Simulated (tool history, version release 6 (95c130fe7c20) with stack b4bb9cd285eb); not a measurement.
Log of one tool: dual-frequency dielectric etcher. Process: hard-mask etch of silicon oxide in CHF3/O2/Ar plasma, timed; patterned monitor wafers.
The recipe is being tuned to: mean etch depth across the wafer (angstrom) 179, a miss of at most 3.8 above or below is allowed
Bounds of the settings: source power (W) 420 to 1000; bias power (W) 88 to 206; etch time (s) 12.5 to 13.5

| run | day | source power (W) | bias power (W) | etch time (s) | mean etch depth across the wafer (angstrom) |
|---|---|---|---|---|---|
| 1 | 0 | 710 | 147 | 13.5 | 257.69 |
| 2 | 0.033 | 710 | 147 | 13.5 | 256.97 |
| 3 | 0.154 | 710 | 166 | 13.5 | 271.59 |
| 4 | 0.388 | 710 | 179 | 13.5 | 282.83 |
| 5 | 0.512 | 710 | 179 | 13.5 | 282.65 |
| 6 | 0.7 | 710 | 203 | 13.5 | 303.38 |
| 7 | 0.75 | 640 | 178 | 13.5 | 268.67 |
| 8 | 0.833 | 640 | 178 | 13.5 | 269.86 |
| 9 | 1.188 | 590 | 159 | 13.5 | 244.65 |
| 10 | 1.4 | 590 | 159 | 13.5 | 243.72 |
| 11 | 1.588 | 550 | 146 | 13.5 | 227.63 |
| 12 | 1.942 | 520 | 136 | 13.5 | 211.63 |
| 13 | 2.2 | 500 | 130 | 13.5 | 200.27 |
| 14 | 2.346 | 480 | 127 | 13.5 | 193.41 |
| 15 | 2.45 | 420 | 112 | 13.5 | 166.33 |
| 16 | 2.812 | 440 | 112 | 13.5 | 171.78 |
| 17 | 3.071 | 440 | 112 | 13.5 | 171.58 |
| 18 | 3.429 | 450 | 112 | 13.5 | 176.08 |

Exercise: of the 4 proposed moves below, exactly one satisfies all targets within the stated allowed misses. Which move is it?
| A | 3.788 | 460 | 114 | 12.5 | ? |
| B | 3.788 | 450 | 115 | 13.5 | ? |
| C | 3.788 | 490 | 102 | 13.5 | ? |
| D | 3.788 | 420 | 115 | 13.5 | ? |

| move | mean etch depth across the wafer (angstrom) |
|---|---|
| A | 166.19 |
| B | 178.17 |
| C | 174.08 |
| D | 171.23 |
A: further off than the last run
B: all results land within tolerance of their targets
C: further off than the last run
D: further off than the last run
The right move is B.
